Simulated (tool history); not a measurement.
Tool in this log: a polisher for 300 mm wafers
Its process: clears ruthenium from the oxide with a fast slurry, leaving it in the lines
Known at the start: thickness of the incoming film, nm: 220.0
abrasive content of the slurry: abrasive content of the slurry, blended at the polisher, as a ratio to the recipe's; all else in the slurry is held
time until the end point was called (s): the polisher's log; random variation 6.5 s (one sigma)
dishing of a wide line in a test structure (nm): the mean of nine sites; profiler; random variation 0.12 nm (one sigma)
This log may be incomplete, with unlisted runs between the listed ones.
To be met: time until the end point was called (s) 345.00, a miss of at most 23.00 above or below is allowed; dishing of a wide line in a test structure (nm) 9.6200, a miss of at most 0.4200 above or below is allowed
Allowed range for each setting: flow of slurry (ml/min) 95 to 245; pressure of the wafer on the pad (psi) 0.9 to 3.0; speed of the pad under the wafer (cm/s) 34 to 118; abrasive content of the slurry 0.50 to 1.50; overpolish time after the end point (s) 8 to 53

run,hour,flow of slurry (ml/min),pressure of the wafer on the pad (psi),speed of the pad under the wafer (cm/s),abrasive content of the slurry,overpolish time after the end point (s),time until the end point was called (s),dishing of a wide line in a test structure (nm)
1,0.0,155,1.9,76,1.00,27,121.77,38.4040
2,1.7,155,1.9,76,1.10,27,114.24,40.6380
3,8.6,190,1.9,76,1.10,27,115.53,41.9590
4,14.9,185,1.8,68,1.00,24,146.25,30.3920
5,16.0,215,1.8,68,1.00,24,140.88,31.2310
6,22.3,215,1.8,68,1.00,14,140.25,18.8310
# hour 29.5: slurry blender recalibrated
7,29.5,215,1.6,62,1.00,14,152.40,17.8540
8,34.8,215,1.5,56,0.90,14,187.90,14.8970
9,37.2,215,1.5,56,0.90,14,185.02,14.6810
10,42.8,215,1.4,52,0.85,15,225.37,13.2570
11,49.4,215,1.3,50,0.85,15,255.89,11.8280
12,54.3,215,1.2,50,0.85,15,265.64,10.7450
13,56.1,215,1.1,50,0.85,16,279.47,10.7750
14,61.3,210,1.0,48,0.85,17,322.55,10.1740
15,64.0,190,0.9,48,0.85,17,372.99,9.1942
16,71.8,195,0.9,48,0.85,17,363.09,9.0441
17,79.0,200,1.0,48,0.85,18,327.80,10.4450

Which one of the following 4 next-run settings gets every result inside its allowed miss? There is exactly one.
A,86.2,215,1.1,46,0.75,17,?,?
B,86.2,195,1.2,48,0.85,16,?,?
C,86.2,200,1.1,56,0.75,16,?,?
D,86.2,205,1.1,46,0.90,15,?,?

move,time until the end point was called (s),dishing of a wide line in a test structure (nm)
A,354.33,9.5707
B,285.30,11.1390
C,296.46,10.7320
D,306.11,9.7699
A: hits every target within its allowed miss
B: misses by more than the last run did
C: misses by more than the last run did
D: corrects the largest miss of the last run, while another result sits out of spec
A is the move that brings every result within its allowed miss.

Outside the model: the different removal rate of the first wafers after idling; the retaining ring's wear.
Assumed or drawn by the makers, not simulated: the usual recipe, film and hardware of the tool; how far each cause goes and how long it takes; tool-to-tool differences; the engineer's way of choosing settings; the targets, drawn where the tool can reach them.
